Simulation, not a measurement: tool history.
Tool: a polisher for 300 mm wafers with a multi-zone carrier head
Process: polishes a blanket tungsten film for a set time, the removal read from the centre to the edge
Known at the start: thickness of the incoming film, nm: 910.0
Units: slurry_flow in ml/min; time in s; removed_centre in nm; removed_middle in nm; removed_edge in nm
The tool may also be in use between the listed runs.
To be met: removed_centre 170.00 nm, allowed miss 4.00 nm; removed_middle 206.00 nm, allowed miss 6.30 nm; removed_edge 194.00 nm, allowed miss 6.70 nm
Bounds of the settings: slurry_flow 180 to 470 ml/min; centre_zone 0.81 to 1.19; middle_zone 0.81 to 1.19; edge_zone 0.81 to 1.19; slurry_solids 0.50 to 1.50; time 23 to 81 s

Run 1, hour 0.0: slurry_flow 300 ml/min, centre_zone 1.00, middle_zone 1.00, edge_zone 1.00, slurry_solids 1.00, time 52 s. Result: removed_centre 251.90 nm, removed_middle 252.46 nm, removed_edge 257.33 nm.
Run 2, hour 5.4: slurry_flow 300 ml/min, centre_zone 1.05, middle_zone 1.00, edge_zone 1.00, slurry_solids 1.00, time 52 s. Result: removed_centre 261.61 nm, removed_middle 253.20 nm, removed_edge 256.12 nm.
Run 3, hour 13.1: slurry_flow 300 ml/min, centre_zone 1.00, middle_zone 1.00, edge_zone 1.00, slurry_solids 1.00, time 52 s. Result: removed_centre 252.99 nm, removed_middle 251.78 nm, removed_edge 253.93 nm.
Run 4, hour 16.0: slurry_flow 300 ml/min, centre_zone 1.00, middle_zone 1.00, edge_zone 1.00, slurry_solids 1.10, time 52 s. Result: removed_centre 255.25 nm, removed_middle 254.80 nm, removed_edge 260.61 nm.
Run 5, hour 20.8: slurry_flow 300 ml/min, centre_zone 1.00, middle_zone 1.03, edge_zone 1.00, slurry_solids 1.10, time 52 s. Result: removed_centre 256.10 nm, removed_middle 261.31 nm, removed_edge 258.14 nm.
Run 6, hour 25.1: slurry_flow 300 ml/min, centre_zone 1.00, middle_zone 1.03, edge_zone 1.04, slurry_solids 1.10, time 52 s. Result: removed_centre 260.13 nm, removed_middle 265.74 nm, removed_edge 267.24 nm.
Run 7, hour 27.2: slurry_flow 280 ml/min, centre_zone 0.94, middle_zone 1.03, edge_zone 1.00, slurry_solids 0.90, time 51 s. Result: removed_centre 227.04 nm, removed_middle 247.40 nm, removed_edge 243.73 nm.
Run 8, hour 29.8: slurry_flow 270 ml/min, centre_zone 0.90, middle_zone 1.02, edge_zone 0.96, slurry_solids 0.80, time 50 s. Result: removed_centre 212.48 nm, removed_middle 232.19 nm, removed_edge 232.53 nm.
Run 9, hour 33.3: slurry_flow 265 ml/min, centre_zone 0.87, middle_zone 1.04, edge_zone 0.94, slurry_solids 0.70, time 49 s. Result: removed_centre 199.93 nm, removed_middle 222.80 nm, removed_edge 212.88 nm.

5 next moves are on the table. One of them brings every result within its allowed miss. Which?
Run A, hour 36.8: slurry_flow 240 ml/min, centre_zone 0.98, middle_zone 0.95, edge_zone 0.92, slurry_solids 0.70, time 58 s. Result: removed_centre ?, removed_middle ?, removed_edge ?.
Run B, hour 36.8: slurry_flow 225 ml/min, centre_zone 1.06, middle_zone 0.85, edge_zone 0.93, slurry_solids 0.70, time 56 s. Result: removed_centre ?, removed_middle ?, removed_edge ?.
Run C, hour 36.8: slurry_flow 275 ml/min, centre_zone 0.84, middle_zone 1.07, edge_zone 0.97, slurry_solids 0.90, time 41 s. Result: removed_centre ?, removed_middle ?, removed_edge ?.
Run D, hour 36.8: slurry_flow 275 ml/min, centre_zone 0.87, middle_zone 0.95, edge_zone 1.00, slurry_solids 0.70, time 53 s. Result: removed_centre ?, removed_middle ?, removed_edge ?.
Run E, hour 36.8: slurry_flow 240 ml/min, centre_zone 0.99, middle_zone 1.13, edge_zone 0.81, slurry_solids 0.55, time 50 s. Result: removed_centre ?, removed_middle ?, removed_edge ?.

move  removed_centre  removed_middle  removed_edge
   A          253.94          246.89        249.64
   B          258.37          218.03        240.78
   C          169.07          202.22        190.53
   D          215.31          229.65        239.88
   E          213.08          233.52        196.27
A: further off than the last run
B: further off than the last run
C: meets every target
D: further off than the last run
E: further off than the last run
Move C is the one to make.
